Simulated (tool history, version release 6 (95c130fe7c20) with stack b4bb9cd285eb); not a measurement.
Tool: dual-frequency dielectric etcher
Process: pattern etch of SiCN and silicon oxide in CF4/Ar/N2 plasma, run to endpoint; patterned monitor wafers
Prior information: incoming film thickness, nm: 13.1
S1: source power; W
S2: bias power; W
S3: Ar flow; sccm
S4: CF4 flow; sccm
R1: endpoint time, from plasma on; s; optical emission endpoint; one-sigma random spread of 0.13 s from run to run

run,hour,S1,S2,S3,S4,R1
1,0,500,66,81,70,12.573
2,6.2,500,66,81,62,12.876
3,12.6,500,66,92,62,12.974
4,16.8,450,64,93,61,14.865
5,21.4,420,64,93,61,16.253
6,22.3,420,58,93,61,16.868
7,25,410,58,93,61,17.342

Run 8 has not been measured yet. What should we expect?
8,30.1,360,57,93,61,?

{"run 8": {"R1": 20.122}}
